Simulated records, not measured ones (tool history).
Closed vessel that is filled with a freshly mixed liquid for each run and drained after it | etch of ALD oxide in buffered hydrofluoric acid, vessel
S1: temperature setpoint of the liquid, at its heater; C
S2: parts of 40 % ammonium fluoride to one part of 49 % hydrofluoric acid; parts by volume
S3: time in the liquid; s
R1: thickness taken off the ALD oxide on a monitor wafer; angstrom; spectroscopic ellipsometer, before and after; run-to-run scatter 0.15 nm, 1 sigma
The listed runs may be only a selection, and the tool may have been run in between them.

Run 1, hour 0.0: S1 24.0 C, S2 21.0 parts by volume, S3 95 s. Result: R1 708.68 angstrom.
Run 2, hour 5.4: S1 26.5 C, S2 21.0 parts by volume, S3 95 s. Result: R1 812.85 angstrom.
Run 3, hour 10.0: S1 24.5 C, S2 21.5 parts by volume, S3 95 s. Result: R1 715.71 angstrom.
Run 4, hour 12.8: S1 24.5 C, S2 25.5 parts by volume, S3 95 s. Result: R1 636.65 angstrom.
Run 5, hour 17.1: S1 23.0 C, S2 25.5 parts by volume, S3 95 s. Result: R1 586.14 angstrom.
Run 6, hour 19.5: S1 23.0 C, S2 25.5 parts by volume, S3 100 s. Result: R1 619.13 angstrom.

What will run 7 give?
Run 7, hour 22.2: S1 21.5 C, S2 25.5 parts by volume, S3 100 s. Result: R1 ?.

R1: 569.84 angstrom

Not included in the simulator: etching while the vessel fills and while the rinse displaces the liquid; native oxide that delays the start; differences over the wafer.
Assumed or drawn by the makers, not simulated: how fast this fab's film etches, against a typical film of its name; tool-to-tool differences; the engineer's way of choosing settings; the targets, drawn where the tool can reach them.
